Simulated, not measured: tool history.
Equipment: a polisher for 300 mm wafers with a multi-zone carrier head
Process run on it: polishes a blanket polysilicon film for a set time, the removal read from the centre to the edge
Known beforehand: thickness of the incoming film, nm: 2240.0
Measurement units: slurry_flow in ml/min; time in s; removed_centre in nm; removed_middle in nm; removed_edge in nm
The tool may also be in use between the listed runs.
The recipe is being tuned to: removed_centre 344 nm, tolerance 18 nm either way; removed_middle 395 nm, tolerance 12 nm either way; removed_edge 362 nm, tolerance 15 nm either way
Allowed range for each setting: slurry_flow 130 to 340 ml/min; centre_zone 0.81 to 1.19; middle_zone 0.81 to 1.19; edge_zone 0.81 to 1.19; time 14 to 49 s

Run 1, hour 0: slurry_flow 220 ml/min, centre_zone 1, middle_zone 1, edge_zone 1, time 31 s. Result: removed_centre 290.44 nm, removed_middle 294.5 nm, removed_edge 298.39 nm.
Run 2, hour 3.6: slurry_flow 225 ml/min, centre_zone 1, middle_zone 1.03, edge_zone 1.02, time 32 s. Result: removed_centre 305.5 nm, removed_middle 312.7 nm, removed_edge 309.4 nm.
Run 3, hour 5.8: slurry_flow 230 ml/min, centre_zone 0.99, middle_zone 1.05, edge_zone 1.04, time 33 s. Result: removed_centre 311.77 nm, removed_middle 325.34 nm, removed_edge 326.98 nm.
Run 4, hour 9.1: slurry_flow 230 ml/min, centre_zone 0.92, middle_zone 1.05, edge_zone 1.04, time 33 s. Result: removed_centre 288.54 nm, removed_middle 324.01 nm, removed_edge 322.13 nm.
Run 5, hour 15.6: slurry_flow 235 ml/min, centre_zone 0.93, middle_zone 1.07, edge_zone 1.05, time 33 s. Result: removed_centre 302.96 nm, removed_middle 330.25 nm, removed_edge 323.48 nm.
Run 6, hour 16.2: slurry_flow 235 ml/min, centre_zone 0.92, middle_zone 1.09, edge_zone 1.05, time 34 s. Result: removed_centre 301.07 nm, removed_middle 340.45 nm, removed_edge 341.16 nm.
Run 7, hour 24.9: slurry_flow 245 ml/min, centre_zone 0.93, middle_zone 1.11, edge_zone 1.03, time 34 s. Result: removed_centre 302.16 nm, removed_middle 345.3 nm, removed_edge 328.89 nm.
Run 8, hour 30.8: slurry_flow 250 ml/min, centre_zone 0.94, middle_zone 1.12, edge_zone 1.03, time 34 s. Result: removed_centre 310.7 nm, removed_middle 351.41 nm, removed_edge 336.55 nm.

Below are 5 possible settings for the next run. Only one of them brings all results inside the allowed miss of their targets. Which is it?
Run A, hour 36.7: slurry_flow 280 ml/min, centre_zone 0.97, middle_zone 1.16, edge_zone 1.02, time 37 s. Result: removed_centre ?, removed_middle ?, removed_edge ?.
Run B, hour 36.7: slurry_flow 330 ml/min, centre_zone 0.97, middle_zone 1.19, edge_zone 0.94, time 34 s. Result: removed_centre ?, removed_middle ?, removed_edge ?.
Run C, hour 36.7: slurry_flow 240 ml/min, centre_zone 0.85, middle_zone 1.15, edge_zone 1.14, time 38 s. Result: removed_centre ?, removed_middle ?, removed_edge ?.
Run D, hour 36.7: slurry_flow 260 ml/min, centre_zone 0.85, middle_zone 1.19, edge_zone 1.02, time 36 s. Result: removed_centre ?, removed_middle ?, removed_edge ?.
Run E, hour 36.7: slurry_flow 235 ml/min, centre_zone 0.93, middle_zone 0.95, edge_zone 1.19, time 33 s. Result: removed_centre ?, removed_middle ?, removed_edge ?.

move  removed_centre  removed_middle  removed_edge
   A          349.01           399.6        365.75
   B          326.63           380.4        328.24
   C          307.38          400.54        390.05
   D          294.51          393.07        353.48
   E          291.04          302.66        345.85
A: every result within its allowed miss
B: better than the last run, though not everything is in spec
C: meets the target for the result that was furthest off, but another lies outside its allowed miss
D: meets the target for the result that was furthest off, but another lies outside its allowed miss
E: its largest miss is bigger than the last run's
The move that meets every target is A.
